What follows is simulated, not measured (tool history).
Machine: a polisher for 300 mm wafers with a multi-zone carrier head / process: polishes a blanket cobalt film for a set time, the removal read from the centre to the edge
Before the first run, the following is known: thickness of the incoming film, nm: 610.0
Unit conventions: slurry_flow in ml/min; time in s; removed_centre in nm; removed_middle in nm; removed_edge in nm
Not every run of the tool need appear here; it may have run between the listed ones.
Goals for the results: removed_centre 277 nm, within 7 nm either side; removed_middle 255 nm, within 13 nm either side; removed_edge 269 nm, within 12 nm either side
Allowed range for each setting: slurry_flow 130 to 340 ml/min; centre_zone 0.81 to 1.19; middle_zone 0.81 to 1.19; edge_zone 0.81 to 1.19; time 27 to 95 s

run,hour,slurry_flow,centre_zone,middle_zone,edge_zone,time,removed_centre,removed_middle,removed_edge
1,0,220,1,1,1,61,247.53,246.47,245.1
2,3,220,1,1,1,72,292.65,294.79,288.37
3,7.3,220,1,1,0.94,72,290.31,291.86,275.08
4,9.8,215,1,0.98,0.94,72,290.29,287.46,279.65
5,15.5,215,1,1.05,0.94,72,290.4,300.45,279.77
6,16.6,210,1,1.02,0.94,72,289.6,295.56,279.25
7,17.9,205,1,0.99,0.94,72,285.8,291.15,269.53
8,22.7,205,1,0.99,0.94,72,291.46,291.15,272.59
9,23.5,210,1,0.97,0.95,71,284.37,281.47,272.66
10,31.6,210,1,0.95,0.95,71,287.4,283.45,275.57
11,36.5,210,1,0.93,0.95,70,283.87,266.92,277.08

4 candidate next runs follow, results not yet known. Just one meets every target within its allowed miss. Identify it.
A,41.4,290,0.99,0.88,0.96,66,?,?,?
B,41.4,240,0.91,0.83,1.04,74,?,?,?
C,41.4,130,1.03,1.06,0.9,71,?,?,?
D,41.4,130,0.92,1.03,0.96,83,?,?,?

move,removed_centre,removed_middle,removed_edge
A,276.65,253.98,267.22
B,277.9,266.71,306.42
C,264.84,274,251.28
D,276.24,313.35,302.82
A: meets every target
B: gets the furthest-off result to its target, but another result is out of tolerance
C: takes the result that was furthest off past its target
D: gets the furthest-off result to its target, but another result is out of tolerance
So the answer is move A, the one that meets all the targets.
